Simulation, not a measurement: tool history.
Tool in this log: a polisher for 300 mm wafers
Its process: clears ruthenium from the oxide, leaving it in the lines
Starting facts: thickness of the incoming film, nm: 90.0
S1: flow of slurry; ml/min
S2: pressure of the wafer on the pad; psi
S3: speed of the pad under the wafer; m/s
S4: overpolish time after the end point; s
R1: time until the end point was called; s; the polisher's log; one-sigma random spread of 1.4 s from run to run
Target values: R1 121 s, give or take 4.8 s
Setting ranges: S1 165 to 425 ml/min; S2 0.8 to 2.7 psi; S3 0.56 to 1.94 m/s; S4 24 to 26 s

Run 1, hour 0: S1 275 ml/min, S2 1.7 psi, S3 1.24 m/s, S4 24 s. Result: R1 88.751 s.
Run 2, hour 3.8: S1 275 ml/min, S2 1.6 psi, S3 1.24 m/s, S4 24 s. Result: R1 95.611 s.
Run 3, hour 4.7: S1 275 ml/min, S2 1.6 psi, S3 1.12 m/s, S4 24 s. Result: R1 101.88 s.
Run 4, hour 5.9: S1 275 ml/min, S2 1.8 psi, S3 1.12 m/s, S4 24 s. Result: R1 91.377 s.
Run 5, hour 6.9: S1 275 ml/min, S2 1.8 psi, S3 1.42 m/s, S4 24 s. Result: R1 74.255 s.
Run 6, hour 15.3: S1 275 ml/min, S2 2.1 psi, S3 1.42 m/s, S4 24 s. Result: R1 63.365 s.
Run 7, hour 23.3: S1 275 ml/min, S2 1.8 psi, S3 1.4 m/s, S4 24 s. Result: R1 75.307 s.
Run 8, hour 28: S1 275 ml/min, S2 1.6 psi, S3 1.38 m/s, S4 24 s. Result: R1 85.865 s.

Which of these 4 next moves meets every target?
Run A, hour 32.7: S1 245 ml/min, S2 1.5 psi, S3 1 m/s, S4 26 s. Result: R1 ?.
Run B, hour 32.7: S1 260 ml/min, S2 2.3 psi, S3 1.26 m/s, S4 24 s. Result: R1 ?.
Run C, hour 32.7: S1 225 ml/min, S2 2.4 psi, S3 1.04 m/s, S4 26 s. Result: R1 ?.
Run D, hour 32.7: S1 310 ml/min, S2 1.6 psi, S3 1.1 m/s, S4 24 s. Result: R1 ?.

move      R1
   A   124.3
   B  67.563
   C  78.382
   D   104.5
A: each result inside its tolerance
B: its largest miss is bigger than the last run's
C: its largest miss is bigger than the last run's
D: better than the last run, though not everything is in spec
Answer: A
